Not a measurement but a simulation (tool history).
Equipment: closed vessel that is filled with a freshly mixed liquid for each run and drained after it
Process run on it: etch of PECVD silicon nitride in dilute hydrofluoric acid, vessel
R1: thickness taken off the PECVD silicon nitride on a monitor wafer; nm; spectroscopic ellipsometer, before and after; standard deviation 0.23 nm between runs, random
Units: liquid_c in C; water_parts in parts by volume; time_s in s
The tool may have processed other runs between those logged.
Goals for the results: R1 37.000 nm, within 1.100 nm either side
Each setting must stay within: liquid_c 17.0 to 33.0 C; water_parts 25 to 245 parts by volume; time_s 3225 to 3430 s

Run 1, hour 0.0: liquid_c 25.0 C, water_parts 135 parts by volume, time_s 3225 s. Result: R1 62.788 nm.
Run 2, hour 4.8: liquid_c 25.0 C, water_parts 135 parts by volume, time_s 3430 s. Result: R1 67.204 nm.
Run 3, hour 14.7: liquid_c 26.5 C, water_parts 135 parts by volume, time_s 3430 s. Result: R1 73.226 nm.
Run 4, hour 17.9: liquid_c 24.5 C, water_parts 140 parts by volume, time_s 3430 s. Result: R1 61.424 nm.
Run 5, hour 21.6: liquid_c 22.0 C, water_parts 140 parts by volume, time_s 3430 s. Result: R1 52.974 nm.
Run 6, hour 27.0: liquid_c 21.0 C, water_parts 140 parts by volume, time_s 3430 s. Result: R1 48.959 nm.
Run 7, hour 31.0: liquid_c 20.0 C, water_parts 140 parts by volume, time_s 3430 s. Result: R1 45.833 nm.
Run 8, hour 38.4: liquid_c 19.5 C, water_parts 140 parts by volume, time_s 3430 s. Result: R1 44.572 nm.
Run 9, hour 48.2: liquid_c 19.0 C, water_parts 140 parts by volume, time_s 3430 s. Result: R1 42.684 nm.
Run 10, hour 53.2: liquid_c 18.5 C, water_parts 140 parts by volume, time_s 3430 s. Result: R1 41.551 nm.
Run 11, hour 54.9: liquid_c 18.0 C, water_parts 140 parts by volume, time_s 3430 s. Result: R1 40.153 nm.
Run 12, hour 63.0: liquid_c 17.5 C, water_parts 140 parts by volume, time_s 3430 s. Result: R1 38.915 nm.

Next run, 4 choices. One meets every target within its allowed miss, the rest don't. Which?
Run A, hour 71.1: liquid_c 18.5 C, water_parts 135 parts by volume, time_s 3240 s. Result: R1 ?.
Run B, hour 71.1: liquid_c 19.0 C, water_parts 140 parts by volume, time_s 3240 s. Result: R1 ?.
Run C, hour 71.1: liquid_c 17.0 C, water_parts 135 parts by volume, time_s 3280 s. Result: R1 ?.
Run D, hour 71.1: liquid_c 17.0 C, water_parts 130 parts by volume, time_s 3380 s. Result: R1 ?.

move      R1
   A  40.141
   B  40.086
   C  36.670
   D  39.190
A: lands further from the targets than the last run did
B: lands further from the targets than the last run did
C: each result inside its tolerance
D: lands further from the targets than the last run did
Go with C: it meets all targets.

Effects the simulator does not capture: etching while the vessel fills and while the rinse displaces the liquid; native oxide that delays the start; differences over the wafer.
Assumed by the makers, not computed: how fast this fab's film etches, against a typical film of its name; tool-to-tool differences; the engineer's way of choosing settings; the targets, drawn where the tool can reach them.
